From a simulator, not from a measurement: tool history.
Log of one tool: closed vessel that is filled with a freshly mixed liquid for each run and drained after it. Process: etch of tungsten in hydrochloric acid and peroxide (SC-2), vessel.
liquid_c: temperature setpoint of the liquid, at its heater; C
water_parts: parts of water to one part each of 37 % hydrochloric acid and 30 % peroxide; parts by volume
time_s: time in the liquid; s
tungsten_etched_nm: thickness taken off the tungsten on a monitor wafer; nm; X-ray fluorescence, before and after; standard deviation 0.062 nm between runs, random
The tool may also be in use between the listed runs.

| run | hour | liquid_c | water_parts | time_s | tungsten_etched_nm |
|---|---|---|---|---|---|
| 1 | 0.0 | 54.0 | 6.0 | 30 | 8.6250 |
| 2 | 7.0 | 54.5 | 6.0 | 30 | 8.8920 |
| 3 | 13.6 | 55.0 | 6.0 | 30 | 9.2229 |
| 4 | 20.5 | 55.0 | 4.5 | 30 | 11.2200 |
| 5 | 28.4 | 55.0 | 5.5 | 30 | 9.8879 |
| 6 | 34.2 | 55.5 | 5.5 | 30 | 10.1700 |

Run 7 comes next. What will it give?
| 7 | 35.2 | 56.0 | 5.5 | 30 | ? |

tungsten_etched_nm: 10.4000 nm
